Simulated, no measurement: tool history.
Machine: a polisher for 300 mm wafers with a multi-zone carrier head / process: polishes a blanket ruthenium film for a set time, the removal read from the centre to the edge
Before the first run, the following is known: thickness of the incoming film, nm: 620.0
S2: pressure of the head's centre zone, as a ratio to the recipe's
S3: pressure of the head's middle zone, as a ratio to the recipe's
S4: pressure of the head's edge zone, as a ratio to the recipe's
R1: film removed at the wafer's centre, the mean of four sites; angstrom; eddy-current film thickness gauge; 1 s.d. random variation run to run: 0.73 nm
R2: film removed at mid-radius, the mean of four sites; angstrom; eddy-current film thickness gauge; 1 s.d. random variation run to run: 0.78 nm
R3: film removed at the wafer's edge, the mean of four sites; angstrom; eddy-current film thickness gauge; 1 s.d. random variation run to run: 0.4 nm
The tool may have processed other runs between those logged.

{"run": 1, "hour": 0.0, "flow of slurry (ml/min)": 135, "S2": 1, "S3": 1, "S4": 1, "polishing time (s)": 71, "R1": 907.53, "R2": 890.85, "R3": 882.57}
{"run": 2, "hour": 3.9, "flow of slurry (ml/min)": 130, "S2": 0.99, "S3": 0.97, "S4": 0.96, "polishing time (s)": 65, "R1": 794.96, "R2": 797.04, "R3": 782.7}
{"run": 3, "hour": 6.4, "flow of slurry (ml/min)": 130, "S2": 0.99, "S3": 0.97, "S4": 0.96, "polishing time (s)": 54, "R1": 654.74, "R2": 658.48, "R3": 655.41}
{"run": 4, "hour": 10.0, "flow of slurry (ml/min)": 145, "S2": 0.99, "S3": 0.97, "S4": 0.96, "polishing time (s)": 54, "R1": 685.27, "R2": 665.7, "R3": 669.38}
{"run": 5, "hour": 11.5, "flow of slurry (ml/min)": 135, "S2": 1, "S3": 0.94, "S4": 0.94, "polishing time (s)": 54, "R1": 671.73, "R2": 664.4, "R3": 663.03}
{"run": 6, "hour": 17.5, "flow of slurry (ml/min)": 135, "S2": 1, "S3": 0.97, "S4": 0.94, "polishing time (s)": 54, "R1": 656.14, "R2": 666.49, "R3": 660.44}
{"run": 7, "hour": 25.7, "flow of slurry (ml/min)": 130, "S2": 1.02, "S3": 0.94, "S4": 0.92, "polishing time (s)": 53, "R1": 666.15, "R2": 653.4, "R3": 641.04}

For run 8, what comes out?
{"run": 8, "hour": 31.5, "flow of slurry (ml/min)": 125, "S2": 1.02, "S3": 0.91, "S4": 0.92, "polishing time (s)": 52, "R1": "?", "R2": "?", "R3": "?"}

{"run 8": {"R1": 650.13, "R2": 618.3, "R3": 617.01}}
